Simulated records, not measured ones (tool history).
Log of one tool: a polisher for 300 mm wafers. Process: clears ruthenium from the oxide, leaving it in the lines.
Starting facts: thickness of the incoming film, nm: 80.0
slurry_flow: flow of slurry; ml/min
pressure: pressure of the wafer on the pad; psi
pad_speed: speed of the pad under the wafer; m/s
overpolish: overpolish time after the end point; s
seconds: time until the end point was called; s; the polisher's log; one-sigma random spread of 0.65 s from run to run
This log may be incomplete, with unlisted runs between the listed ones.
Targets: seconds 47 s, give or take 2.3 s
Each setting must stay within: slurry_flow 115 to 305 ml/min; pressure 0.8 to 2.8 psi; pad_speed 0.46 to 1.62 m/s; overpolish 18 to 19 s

run,hour,slurry_flow,pressure,pad_speed,overpolish,seconds
1,0,195,1.8,1.04,18,82.417
2,4.4,195,1.8,1.04,18,83.475
3,7.6,195,1.8,1.04,18,82.742
4,14.8,195,2.1,1.06,18,69.287
5,19.1,195,2.1,1.06,18,68.467
6,23.7,195,2.3,1.06,18,63.252
7,30.7,195,2.4,1.08,18,60.606
# hour 36.4: slurry nozzle cleaned
8,36.4,195,2.5,1.1,18,56.18

Below are 4 possible settings for the next run. Only one of them brings all results inside the allowed miss of their targets. Which is it?
A,42.1,210,2.6,1.24,18,?
B,42.1,195,2.8,1.4,19,?
C,42.1,165,2.3,0.98,18,?
D,42.1,230,2.8,1.24,18,?

move,seconds
A,46.262
B,38.558
C,67.616
D,42.583
A: each result inside its tolerance
B: takes the result that was furthest off past its target
C: further off than the last run
D: takes the result that was furthest off past its target
The right move is A.
